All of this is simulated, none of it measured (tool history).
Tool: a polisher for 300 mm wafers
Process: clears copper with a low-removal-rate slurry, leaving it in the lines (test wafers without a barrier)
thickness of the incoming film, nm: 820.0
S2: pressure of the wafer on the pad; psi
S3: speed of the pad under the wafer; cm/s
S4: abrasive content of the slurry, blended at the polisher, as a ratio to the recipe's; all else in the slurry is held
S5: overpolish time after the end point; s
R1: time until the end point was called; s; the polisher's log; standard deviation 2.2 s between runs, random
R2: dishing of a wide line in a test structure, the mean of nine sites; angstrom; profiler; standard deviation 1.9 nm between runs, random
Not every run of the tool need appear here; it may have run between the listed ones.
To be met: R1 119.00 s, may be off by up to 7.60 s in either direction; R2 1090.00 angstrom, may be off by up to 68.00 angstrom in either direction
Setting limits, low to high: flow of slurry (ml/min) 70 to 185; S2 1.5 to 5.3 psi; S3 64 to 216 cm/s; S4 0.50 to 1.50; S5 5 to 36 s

run 1 hour=0.0 | flow_of_slurry_(ml/min)=120 S2=3.4 S3=140 S4=1.00 S5=18 | R1=171.17 R2=564.89
run 2 hour=4.7 | flow_of_slurry_(ml/min)=145 S2=3.4 S3=140 S4=1.00 S5=18 | R1=167.80 R2=590.22
run 3 hour=5.7 | flow_of_slurry_(ml/min)=170 S2=3.4 S3=140 S4=1.00 S5=18 | R1=165.10 R2=588.58
run 4 hour=12.0 | flow_of_slurry_(ml/min)=150 S2=3.4 S3=140 S4=1.00 S5=18 | R1=161.23 R2=575.89
run 5 hour=20.2 | flow_of_slurry_(ml/min)=150 S2=3.4 S3=108 S4=1.00 S5=18 | R1=217.28 R2=485.25
run 6 hour=24.0 | flow_of_slurry_(ml/min)=120 S2=3.4 S3=108 S4=1.00 S5=18 | R1=220.87 R2=467.06
run 7 hour=29.8 | flow_of_slurry_(ml/min)=120 S2=3.7 S3=112 S4=1.00 S5=20 | R1=200.14 R2=533.14
run 8 hour=34.9 | flow_of_slurry_(ml/min)=120 S2=3.9 S3=118 S4=1.00 S5=22 | R1=191.13 R2=631.81
run 9 hour=41.2 | flow_of_slurry_(ml/min)=120 S2=3.9 S3=118 S4=1.00 S5=22 | R1=190.21 R2=639.08
run 10 hour=43.9 | flow_of_slurry_(ml/min)=120 S2=4.2 S3=124 S4=1.00 S5=23 | R1=166.28 R2=702.61
run 11 hour=46.3 | flow_of_slurry_(ml/min)=125 S2=5.2 S3=132 S4=1.00 S5=30 | R1=136.45 R2=981.17
run 12 hour=49.6 | flow_of_slurry_(ml/min)=125 S2=5.2 S3=136 S4=1.00 S5=30 | R1=131.88 R2=1008.60
run 13 hour=58.0 | flow_of_slurry_(ml/min)=125 S2=5.2 S3=138 S4=1.00 S5=30 | R1=130.48 R2=1025.60
run 14 hour=59.5 | flow_of_slurry_(ml/min)=125 S2=5.2 S3=140 S4=1.00 S5=30 | R1=130.74 R2=1022.00

Next run, 5 choices. One meets every target within its allowed miss, the rest don't. Which?
run A hour=61.0 | flow_of_slurry_(ml/min)=135 S2=5.0 S3=158 S4=1.00 S5=30 | R1=? R2=?
run B hour=61.0 | flow_of_slurry_(ml/min)=165 S2=5.3 S3=126 S4=0.95 S5=28 | R1=? R2=?
run C hour=61.0 | flow_of_slurry_(ml/min)=95 S2=4.9 S3=168 S4=0.95 S5=26 | R1=? R2=?
run D hour=61.0 | flow_of_slurry_(ml/min)=120 S2=5.1 S3=132 S4=0.95 S5=30 | R1=? R2=?
run E hour=61.0 | flow_of_slurry_(ml/min)=125 S2=5.3 S3=168 S4=1.00 S5=21 | R1=? R2=?

move=A R1=118.54 R2=1063.00
move=B R1=139.05 R2=930.48
move=C R1=121.41 R2=961.93
move=D R1=143.32 R2=951.06
move=E R1=108.55 R2=906.72
A: meets every target
B: the biggest miss grows against the last run
C: corrects the largest miss of the last run, while another result sits out of spec
D: the biggest miss grows against the last run
E: takes the result that was furthest off past its target
Go with A: it meets all targets.

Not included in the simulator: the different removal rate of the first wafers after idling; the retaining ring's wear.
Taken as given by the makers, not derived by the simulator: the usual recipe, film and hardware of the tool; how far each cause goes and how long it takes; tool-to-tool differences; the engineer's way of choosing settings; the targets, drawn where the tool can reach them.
